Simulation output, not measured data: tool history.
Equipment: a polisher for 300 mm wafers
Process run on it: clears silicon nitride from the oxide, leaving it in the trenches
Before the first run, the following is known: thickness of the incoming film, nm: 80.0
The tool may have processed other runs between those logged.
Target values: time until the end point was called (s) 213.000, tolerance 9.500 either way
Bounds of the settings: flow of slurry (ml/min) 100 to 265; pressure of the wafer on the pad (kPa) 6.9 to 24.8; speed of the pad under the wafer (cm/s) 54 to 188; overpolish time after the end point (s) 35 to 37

run	hour	flow of slurry (ml/min)	pressure of the wafer on the pad (kPa)	speed of the pad under the wafer (cm/s)	overpolish time after the end point (s)	time until the end point was called (s)
1	0.0	170	15.9	120	35	83.078
2	4.7	165	13.8	110	35	104.750
3	5.4	140	13.8	110	35	105.370
4	11.5	160	13.8	110	35	102.860
5	15.7	160	12.4	102	35	126.290
6	16.8	160	12.4	128	35	97.104
7	25.5	160	11.0	118	35	118.000
8	27.4	160	10.3	110	35	139.010
9	32.7	160	9.7	106	35	151.830
10	36.6	160	9.0	104	35	165.570
11	38.6	160	8.3	102	35	180.470
12	42.0	160	8.3	100	35	184.710
13	44.7	155	6.9	92	35	240.070

Next run, 4 choices. One meets every target within its allowed miss, the rest don't. Which?
A	47.4	175	7.6	94	37	?
B	47.4	165	9.0	92	35	?
C	47.4	200	9.7	80	37	?
D	47.4	225	7.6	80	37	?

move	time until the end point was called (s)
A	212.870
B	187.330
C	194.080
D	240.200
A: all results in spec
B: pushes the last run's worst result past its target
C: pushes the last run's worst result past its target
D: neither nearer nor further off than the last run
Answer: A
